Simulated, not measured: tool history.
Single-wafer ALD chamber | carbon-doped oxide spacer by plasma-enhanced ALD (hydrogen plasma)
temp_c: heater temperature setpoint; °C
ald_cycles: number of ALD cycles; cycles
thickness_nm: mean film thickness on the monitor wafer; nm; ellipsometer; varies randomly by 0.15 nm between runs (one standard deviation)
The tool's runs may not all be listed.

| run | hour | temp_c | ald_cycles | thickness_nm |
|---|---|---|---|---|
| 1 | 0.0 | 385 | 401 | 21.182 |
| 2 | 9.0 | 379 | 401 | 21.400 |
| 3 | 16.0 | 378 | 430 | 22.887 |
| 4 | 21.8 | 378 | 460 | 24.809 |
| 5 | 29.3 | 378 | 469 | 24.968 |
| 6 | 31.8 | 378 | 479 | 25.685 |
| 7 | 37.9 | 378 | 484 | 25.781 |

Run 8 is up next; what results do you expect?
|  | 43.3 | thermocouple changed; heater temperature recalibrated |
| 8 | 43.3 | 378 | 489 | ? |

thickness_nm: 25.964 nm
